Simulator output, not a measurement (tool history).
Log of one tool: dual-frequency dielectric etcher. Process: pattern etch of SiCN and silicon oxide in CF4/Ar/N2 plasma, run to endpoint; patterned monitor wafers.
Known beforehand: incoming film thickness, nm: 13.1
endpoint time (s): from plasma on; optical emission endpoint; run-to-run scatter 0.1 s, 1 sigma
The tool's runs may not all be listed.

run	hour	source power (kW)	bias power (kW)	Ar flow (sccm)	CF4 flow (sccm)	endpoint time (s)
1	0	0.37	0.087	81	64	15.075
2	5.1	0.37	0.087	89	64	15.27
3	14.1	0.35	0.086	89	64	16.037
4	19.8	0.39	0.086	89	64	14.575
5	21.8	0.37	0.085	89	64	15.513
6	27.1	0.37	0.078	89	64	16.173
7	31	0.36	0.078	89	64	16.498

For run 8, what comes out?
8	34.1	0.36	0.078	89	64	?

{"run 8": {"endpoint time (s)": 16.438}}
